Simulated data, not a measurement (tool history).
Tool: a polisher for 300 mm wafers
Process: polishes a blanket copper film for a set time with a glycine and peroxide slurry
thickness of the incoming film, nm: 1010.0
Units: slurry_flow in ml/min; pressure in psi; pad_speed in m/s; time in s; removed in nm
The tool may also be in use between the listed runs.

run  hour  slurry_flow  pressure  pad_speed  time  removed
  1   0.0          185       2.1       1.12   110   472.15
  2   8.5          185       2.1       0.88   110   386.66
  3  13.4          150       2.1       0.88   110   370.19
  4  21.1          130       2.1       0.88   110   363.63
  5  21.8          145       2.3       0.94   110   416.23
  6  25.7          160       2.5       1.00   110   486.79
  7  28.2          175       2.7       1.02   110   526.20
  8  30.9          185       2.8       1.06   110   569.69

The next listed run, before its measurement:
  9  38.9          190       2.9       1.10   110        ?

removed: 608.54 nm
